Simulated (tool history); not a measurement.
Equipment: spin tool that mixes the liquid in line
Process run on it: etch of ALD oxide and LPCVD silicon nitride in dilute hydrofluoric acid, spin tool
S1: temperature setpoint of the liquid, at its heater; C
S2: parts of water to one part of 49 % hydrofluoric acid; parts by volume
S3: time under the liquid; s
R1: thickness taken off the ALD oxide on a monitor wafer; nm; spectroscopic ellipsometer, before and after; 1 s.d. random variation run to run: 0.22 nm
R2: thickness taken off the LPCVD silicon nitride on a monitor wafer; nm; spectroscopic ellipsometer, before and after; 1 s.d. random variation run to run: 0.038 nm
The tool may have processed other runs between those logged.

Run 1, hour 0.0: S1 23.0 C, S2 120 parts by volume, S3 95 s. Result: R1 17.319 nm, R2 0.38252 nm.
Run 2, hour 6.8: S1 23.0 C, S2 150 parts by volume, S3 95 s. Result: R1 13.517 nm, R2 0.26873 nm.
Run 3, hour 14.8: S1 24.0 C, S2 140 parts by volume, S3 95 s. Result: R1 15.170 nm, R2 0.32204 nm.
Run 4, hour 21.6: S1 25.0 C, S2 130 parts by volume, S3 95 s. Result: R1 17.169 nm, R2 0.38333 nm.
Run 5, hour 25.7: S1 25.0 C, S2 130 parts by volume, S3 130 s. Result: R1 23.918 nm, R2 0.49113 nm.
Run 6, hour 32.9: S1 21.5 C, S2 130 parts by volume, S3 130 s. Result: R1 20.736 nm, R2 0.41148 nm.
Run 7, hour 33.7: S1 23.0 C, S2 130 parts by volume, S3 130 s. Result: R1 21.985 nm, R2 0.43970 nm.

Run 8 has not been measured yet. What should we expect?
Run 8, hour 35.7: S1 24.0 C, S2 130 parts by volume, S3 130 s. Result: R1 ?, R2 ?.

For run 8 the tool returned R1 22.887 nm, R2 0.46341 nm.
